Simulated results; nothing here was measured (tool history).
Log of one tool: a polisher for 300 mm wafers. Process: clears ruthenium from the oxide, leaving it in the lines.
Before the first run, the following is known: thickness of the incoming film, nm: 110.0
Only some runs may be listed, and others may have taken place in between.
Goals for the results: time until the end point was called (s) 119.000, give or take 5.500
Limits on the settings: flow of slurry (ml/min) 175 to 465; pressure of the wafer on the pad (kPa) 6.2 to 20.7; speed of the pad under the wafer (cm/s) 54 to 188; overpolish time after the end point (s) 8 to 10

run  hour  flow of slurry (ml/min)  pressure of the wafer on the pad (kPa)  speed of the pad under the wafer (cm/s)  overpolish time after the end point (s)  time until the end point was called (s)
  1   0.0                      295                                    13.1                                      120                                       10                                   79.341
  2   2.1                      295                                    11.7                                      120                                       10                                   84.323
  3   3.6                      295                                    10.3                                      118                                       10                                   90.501
  4   4.8                      295                                     9.7                                      114                                       10                                   98.675
  5   7.2                      370                                     9.7                                      114                                       10                                   98.092
  6  12.5                      370                                     9.7                                      142                                       10                                   77.798
  7  17.4                      370                                     9.0                                      134                                       10                                   87.269
  8  18.4                      370                                     8.3                                      128                                       10                                   91.438
  9  20.0                      360                                     6.2                                      102                                       10                                  134.100

Pick the move, out of 5, that brings all results within their allowed miss; only one does.
  A  21.6                      305                                     7.6                                       94                                        8                                        ?
  B  21.6                      370                                    10.3                                       90                                        8                                        ?
  C  21.6                      400                                     6.9                                       82                                       10                                        ?
  D  21.6                      370                                     6.9                                      124                                       10                                        ?
  E  21.6                      315                                     6.2                                      104                                        8                                        ?

move  time until the end point was called (s)
   A                                  133.680
   B                                  118.020
   C                                  156.870
   D                                  105.700
   E                                  132.240
A: as far off as the last run
B: hits every target within its allowed miss
C: moves away from the targets compared with the last run
D: moves the result that the last run missed by most past its target, out the other side
E: gains on the last run, yet a result remains outside its allowed miss
The right move is B.

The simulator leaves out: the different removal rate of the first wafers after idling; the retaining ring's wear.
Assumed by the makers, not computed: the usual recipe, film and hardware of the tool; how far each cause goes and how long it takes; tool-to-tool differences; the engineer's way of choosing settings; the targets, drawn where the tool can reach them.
